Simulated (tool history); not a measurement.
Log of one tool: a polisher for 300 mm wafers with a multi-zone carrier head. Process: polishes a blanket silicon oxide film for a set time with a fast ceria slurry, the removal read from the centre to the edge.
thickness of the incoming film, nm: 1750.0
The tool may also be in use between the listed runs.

run,day,flow of slurry (ml/min),pressure of the head's centre zone,pressure of the head's middle zone,pressure of the head's edge zone,polishing time (s),film removed at the wafer's centre (angstrom),film removed at mid-radius (angstrom),film removed at the wafer's edge (angstrom)
1,0,245,1,1,1,42,5565.3,5769,5935
2,0.362,245,1,1,1.06,42,5596.5,5729,6027.9
3,0.608,245,0.93,1,1.06,42,5324.4,5736,6042.5
4,0.683,245,0.99,1,1.06,42,5612.8,5796.7,6010.6
5,1.021,245,0.99,0.93,1.06,42,5506,5441.4,6048.4
6,1.129,245,0.93,0.93,1.06,42,5292.4,5458.8,6203.1
7,1.325,260,0.95,0.98,1.06,45,5755.3,6048.8,6464.7

Run 8 comes next. What will it give?
8,1.392,260,0.96,1.02,1.06,47,?,?,?

film removed at the wafer's centre (angstrom): 6058.9
film removed at mid-radius (angstrom): 6513.8
film removed at the wafer's edge (angstrom): 6811.3
